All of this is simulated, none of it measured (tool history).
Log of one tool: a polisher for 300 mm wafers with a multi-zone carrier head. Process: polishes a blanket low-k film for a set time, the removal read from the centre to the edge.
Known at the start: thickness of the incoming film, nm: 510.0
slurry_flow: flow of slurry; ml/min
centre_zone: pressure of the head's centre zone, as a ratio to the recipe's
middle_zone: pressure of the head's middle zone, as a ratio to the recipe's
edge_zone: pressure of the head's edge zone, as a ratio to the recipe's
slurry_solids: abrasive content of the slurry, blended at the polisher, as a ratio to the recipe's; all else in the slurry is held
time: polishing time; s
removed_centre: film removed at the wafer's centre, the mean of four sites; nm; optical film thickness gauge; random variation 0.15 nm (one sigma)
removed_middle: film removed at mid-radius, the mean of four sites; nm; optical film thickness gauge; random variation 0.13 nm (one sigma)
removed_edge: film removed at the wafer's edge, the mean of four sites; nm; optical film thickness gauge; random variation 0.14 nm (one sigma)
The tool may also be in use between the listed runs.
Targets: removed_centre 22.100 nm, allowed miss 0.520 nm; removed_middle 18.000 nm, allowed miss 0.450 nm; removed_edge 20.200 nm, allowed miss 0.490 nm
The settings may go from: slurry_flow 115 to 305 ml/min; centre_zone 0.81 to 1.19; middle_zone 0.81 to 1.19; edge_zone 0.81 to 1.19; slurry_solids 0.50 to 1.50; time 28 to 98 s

run,hour,slurry_flow,centre_zone,middle_zone,edge_zone,slurry_solids,time,removed_centre,removed_middle,removed_edge
1,0.0,195,1.00,1.00,1.00,1.00,63,21.157,21.578,21.341
2,7.8,195,1.00,1.00,1.00,1.10,63,22.055,22.337,22.088
3,9.9,185,1.01,0.97,0.99,1.10,63,22.126,21.979,22.300
4,11.2,185,0.96,0.97,0.99,1.10,63,20.805,21.800,21.917
5,20.1,185,0.96,0.97,0.99,0.95,63,19.664,20.472,20.737
6,27.8,185,0.96,0.97,0.99,0.95,54,16.604,17.490,17.726
7,32.3,240,1.06,0.90,1.09,1.00,54,19.723,17.274,19.471
8,35.1,245,1.07,0.90,1.09,1.00,54,19.712,17.469,19.425
9,37.6,290,1.17,0.87,1.13,1.00,54,22.293,17.024,19.968
10,38.4,290,1.17,0.88,1.13,1.00,54,22.073,17.094,19.842
11,47.4,290,1.17,0.89,1.13,1.00,54,21.975,17.424,19.999
12,48.4,295,1.17,0.90,1.13,1.00,54,22.278,17.452,19.900

4 next moves are on the table. One of them brings every result within its allowed miss. Which?
A,49.4,280,1.18,0.89,1.14,1.00,53,?,?,?
B,49.4,295,1.15,0.86,1.07,0.95,56,?,?,?
C,49.4,290,1.15,0.85,1.14,1.00,54,?,?,?
D,49.4,275,1.15,0.91,1.11,0.95,57,?,?,?

move,removed_centre,removed_middle,removed_edge
A,21.553,16.896,19.771
B,21.774,17.029,19.832
C,21.465,16.628,20.203
D,22.019,18.049,20.452
A: further off than the last run
B: further off than the last run
C: further off than the last run
D: meets every target
Answer: D

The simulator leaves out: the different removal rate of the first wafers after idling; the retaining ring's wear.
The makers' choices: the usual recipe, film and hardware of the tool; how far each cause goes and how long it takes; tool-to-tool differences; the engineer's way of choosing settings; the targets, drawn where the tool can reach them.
